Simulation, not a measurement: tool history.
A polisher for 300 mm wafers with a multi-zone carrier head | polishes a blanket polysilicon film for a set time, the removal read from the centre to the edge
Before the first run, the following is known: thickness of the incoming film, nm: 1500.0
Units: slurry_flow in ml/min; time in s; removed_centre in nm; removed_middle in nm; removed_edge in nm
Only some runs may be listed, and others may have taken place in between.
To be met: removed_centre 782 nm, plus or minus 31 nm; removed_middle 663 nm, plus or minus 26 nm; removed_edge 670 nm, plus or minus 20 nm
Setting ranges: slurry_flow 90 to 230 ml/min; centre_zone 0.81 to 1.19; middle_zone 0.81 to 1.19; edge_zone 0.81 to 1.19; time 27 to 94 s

run 1 day=0 | slurry_flow=150 centre_zone=1 middle_zone=1 edge_zone=1 time=60 | removed_centre=565.49 removed_middle=576.31 removed_edge=560.04
run 2 day=0.171 | slurry_flow=150 centre_zone=1.07 middle_zone=1 edge_zone=1 time=60 | removed_centre=617.09 removed_middle=568.21 removed_edge=557.55
run 3 day=0.504 | slurry_flow=150 centre_zone=1.07 middle_zone=1 edge_zone=1.06 time=60 | removed_centre=613.5 removed_middle=562.79 removed_edge=566.93
run 4 day=0.646 | slurry_flow=155 centre_zone=1.08 middle_zone=1 edge_zone=1.07 time=61 | removed_centre=631.65 removed_middle=578.65 removed_edge=586.42
run 5 day=0.783 | slurry_flow=160 centre_zone=1.09 middle_zone=1.01 edge_zone=1.08 time=62 | removed_centre=642.53 removed_middle=592.39 removed_edge=594.85
run 6 day=1.112 | slurry_flow=165 centre_zone=1.1 middle_zone=1.01 edge_zone=1.08 time=63 | removed_centre=663.86 removed_middle=608.85 removed_edge=609.59
run 7 day=1.279 | slurry_flow=170 centre_zone=1.11 middle_zone=1.01 edge_zone=1.08 time=64 | removed_centre=689.91 removed_middle=629.43 removed_edge=618.46
run 8 day=1.458 | slurry_flow=210 centre_zone=1.17 middle_zone=0.98 edge_zone=1.17 time=65 | removed_centre=754.79 removed_middle=627.83 removed_edge=666.34

4 next moves are on the table. One of them brings every result within its allowed miss. Which?
run A day=1.638 | slurry_flow=195 centre_zone=1.19 middle_zone=1.03 edge_zone=1.16 time=66 | removed_centre=? removed_middle=? removed_edge=?
run B day=1.638 | slurry_flow=195 centre_zone=1.19 middle_zone=0.84 edge_zone=1.11 time=69 | removed_centre=? removed_middle=? removed_edge=?
run C day=1.638 | slurry_flow=230 centre_zone=1.1 middle_zone=1.12 edge_zone=1.14 time=64 | removed_centre=? removed_middle=? removed_edge=?
run D day=1.638 | slurry_flow=215 centre_zone=1.13 middle_zone=1 edge_zone=1.19 time=64 | removed_centre=? removed_middle=? removed_edge=?

move=A removed_centre=769.6 removed_middle=668.14 removed_edge=669.51
move=B removed_centre=803.78 removed_middle=616.36 removed_edge=687.91
move=C removed_centre=705.92 removed_middle=697.48 removed_edge=652.79
move=D removed_centre=718.28 removed_middle=643.35 removed_edge=662.39
A: hits every target within its allowed miss
B: misses by more than the last run did
C: takes the result that was furthest off past its target
D: puts the biggest miss on target and leaves a different result outside tolerance
Go with A: it meets all targets.
